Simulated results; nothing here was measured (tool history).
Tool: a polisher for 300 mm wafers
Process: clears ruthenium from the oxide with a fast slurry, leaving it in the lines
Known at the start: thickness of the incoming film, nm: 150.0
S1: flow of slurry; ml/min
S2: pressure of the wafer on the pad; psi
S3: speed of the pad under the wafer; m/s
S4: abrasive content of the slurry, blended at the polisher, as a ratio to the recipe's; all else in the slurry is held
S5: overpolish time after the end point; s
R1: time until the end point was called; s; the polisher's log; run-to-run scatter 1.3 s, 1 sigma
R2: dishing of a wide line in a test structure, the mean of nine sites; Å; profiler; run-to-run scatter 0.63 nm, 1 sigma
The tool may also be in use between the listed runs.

run,hour,S1,S2,S3,S4,S5,R1,R2
1,0,205,1.7,0.82,1,21,88.392,273.9
2,8.6,205,1.9,0.82,1,24,82.752,323.2
3,13.7,205,2,0.84,1,27,77.3,376.84
4,15,205,2.1,0.84,1,29,74.034,405.62
5,21.3,165,2.1,0.84,1,29,78.081,391.38
6,29,145,2.1,0.84,1,29,77.659,397.32
7,29.6,145,2.1,0.84,1,29,77.662,395.93

Run 8 comes next. What will it give?
8,33.3,145,2.2,0.86,1,31,?,?

R1: 73.591 s
R2: 426.18 Å
